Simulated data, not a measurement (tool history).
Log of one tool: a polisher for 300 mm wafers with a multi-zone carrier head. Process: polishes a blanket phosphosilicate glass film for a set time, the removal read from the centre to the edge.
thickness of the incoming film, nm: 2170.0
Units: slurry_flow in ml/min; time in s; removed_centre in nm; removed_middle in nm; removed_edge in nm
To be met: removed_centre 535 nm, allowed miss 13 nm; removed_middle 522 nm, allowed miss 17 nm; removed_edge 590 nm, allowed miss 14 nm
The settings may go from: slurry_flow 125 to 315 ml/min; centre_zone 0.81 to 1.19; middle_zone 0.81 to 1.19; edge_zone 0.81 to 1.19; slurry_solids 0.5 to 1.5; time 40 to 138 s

Run 1, hour 0: slurry_flow 205 ml/min, centre_zone 1, middle_zone 1, edge_zone 1, slurry_solids 1, time 88 s. Result: removed_centre 833.84 nm, removed_middle 856.88 nm, removed_edge 854.51 nm.
Run 2, hour 3.3: slurry_flow 195 ml/min, centre_zone 0.98, middle_zone 0.97, edge_zone 0.98, slurry_solids 0.9, time 87 s. Result: removed_centre 770.38 nm, removed_middle 793.23 nm, removed_edge 806.18 nm.
Run 3, hour 10.7: slurry_flow 190 ml/min, centre_zone 0.97, middle_zone 0.94, edge_zone 0.97, slurry_solids 0.8, time 85 s. Result: removed_centre 713.18 nm, removed_middle 721.8 nm, removed_edge 739.32 nm.
Run 4, hour 14.9: slurry_flow 190 ml/min, centre_zone 0.97, middle_zone 0.94, edge_zone 1.02, slurry_solids 0.8, time 85 s. Result: removed_centre 718.92 nm, removed_middle 737.49 nm, removed_edge 760.9 nm.
Run 5, hour 23.5: slurry_flow 180 ml/min, centre_zone 0.96, middle_zone 0.92, edge_zone 1.02, slurry_solids 0.75, time 84 s. Result: removed_centre 676.1 nm, removed_middle 675.87 nm, removed_edge 733.71 nm.
Run 6, hour 31: slurry_flow 180 ml/min, centre_zone 0.92, middle_zone 0.92, edge_zone 1.02, slurry_solids 0.75, time 84 s. Result: removed_centre 654.69 nm, removed_middle 681.23 nm, removed_edge 730.64 nm.
Run 7, hour 37.4: slurry_flow 170 ml/min, centre_zone 0.91, middle_zone 0.9, edge_zone 1, slurry_solids 0.7, time 84 s. Result: removed_centre 641.19 nm, removed_middle 641.66 nm, removed_edge 707.17 nm.
Run 8, hour 39: slurry_flow 165 ml/min, centre_zone 0.9, middle_zone 0.89, edge_zone 0.98, slurry_solids 0.65, time 83 s. Result: removed_centre 595.23 nm, removed_middle 615.57 nm, removed_edge 662.66 nm.
Run 9, hour 39.7: slurry_flow 160 ml/min, centre_zone 0.9, middle_zone 0.87, edge_zone 0.97, slurry_solids 0.65, time 83 s. Result: removed_centre 594.53 nm, removed_middle 603.45 nm, removed_edge 655.54 nm.
Run 10, hour 44.2: slurry_flow 135 ml/min, centre_zone 0.88, middle_zone 0.81, edge_zone 0.94, slurry_solids 0.5, time 82 s. Result: removed_centre 509.31 nm, removed_middle 492 nm, removed_edge 578.54 nm.
Run 11, hour 53.2: slurry_flow 140 ml/min, centre_zone 0.88, middle_zone 0.81, edge_zone 0.94, slurry_solids 0.5, time 82 s. Result: removed_centre 508.34 nm, removed_middle 503.26 nm, removed_edge 577.94 nm.

Which of these 4 next moves meets every target?
Run A, hour 62.2: slurry_flow 145 ml/min, centre_zone 0.81, middle_zone 0.83, edge_zone 0.94, slurry_solids 0.55, time 81 s. Result: removed_centre ?, removed_middle ?, removed_edge ?.
Run B, hour 62.2: slurry_flow 145 ml/min, centre_zone 0.82, middle_zone 0.81, edge_zone 1.07, slurry_solids 0.5, time 81 s. Result: removed_centre ?, removed_middle ?, removed_edge ?.
Run C, hour 62.2: slurry_flow 125 ml/min, centre_zone 0.97, middle_zone 0.81, edge_zone 0.9, slurry_solids 0.5, time 86 s. Result: removed_centre ?, removed_middle ?, removed_edge ?.
Run D, hour 62.2: slurry_flow 125 ml/min, centre_zone 0.91, middle_zone 0.83, edge_zone 0.94, slurry_solids 0.5, time 86 s. Result: removed_centre ?, removed_middle ?, removed_edge ?.

move  removed_centre  removed_middle  removed_edge
   A          497.32          527.19        591.81
   B           483.3          498.58        606.93
   C          566.59          518.12        584.65
   D          540.46          527.83        596.29
A: further off than the last run
B: further off than the last run
C: takes the result that was furthest off past its target
D: meets every target
Move D is the one to make.
